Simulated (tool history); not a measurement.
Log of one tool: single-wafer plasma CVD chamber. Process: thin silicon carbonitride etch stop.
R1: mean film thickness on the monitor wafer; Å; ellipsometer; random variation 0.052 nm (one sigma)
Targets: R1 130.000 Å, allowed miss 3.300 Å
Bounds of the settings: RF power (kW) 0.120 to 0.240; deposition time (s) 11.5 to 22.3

{"run": 1, "day": 0.0, "RF power (kW)": 0.18, "deposition time (s)": 16.9, "R1": 98.123}
{"run": 2, "day": 0.254, "RF power (kW)": 0.18, "deposition time (s)": 19.0, "R1": 110.89}
{"run": 3, "day": 0.412, "RF power (kW)": 0.19, "deposition time (s)": 19.0, "R1": 112.98}
{"run": 4, "day": 0.579, "RF power (kW)": 0.2, "deposition time (s)": 19.5, "R1": 118.44}
{"day": 0.754, "done": "thermocouple changed; heater temperature recalibrated"}
{"run": 5, "day": 0.754, "RF power (kW)": 0.18, "deposition time (s)": 19.5, "R1": 114.53}
{"run": 6, "day": 1.104, "RF power (kW)": 0.18, "deposition time (s)": 17.1, "R1": 99.746}
{"run": 7, "day": 1.283, "RF power (kW)": 0.19, "deposition time (s)": 18.3, "R1": 108.95}
{"run": 8, "day": 1.45, "RF power (kW)": 0.2, "deposition time (s)": 19.0, "R1": 115.48}
{"run": 9, "day": 1.483, "RF power (kW)": 0.21, "deposition time (s)": 19.4, "R1": 120.04}
{"run": 10, "day": 1.533, "RF power (kW)": 0.215, "deposition time (s)": 19.7, "R1": 122.44}
{"run": 11, "day": 1.754, "RF power (kW)": 0.22, "deposition time (s)": 19.9, "R1": 125.68}

Which of these 4 next moves meets every target?
{"run": "A", "day": 1.975, "RF power (kW)": 0.215, "deposition time (s)": 19.1, "R1": "?"}
{"run": "B", "day": 1.975, "RF power (kW)": 0.22, "deposition time (s)": 18.6, "R1": "?"}
{"run": "C", "day": 1.975, "RF power (kW)": 0.23, "deposition time (s)": 20.4, "R1": "?"}
{"run": "D", "day": 1.975, "RF power (kW)": 0.225, "deposition time (s)": 19.4, "R1": "?"}

move=A R1=118.660
move=B R1=116.560
move=C R1=129.980
move=D R1=122.600
A: further off than the last run
B: further off than the last run
C: meets every target
D: further off than the last run
The right move is C.
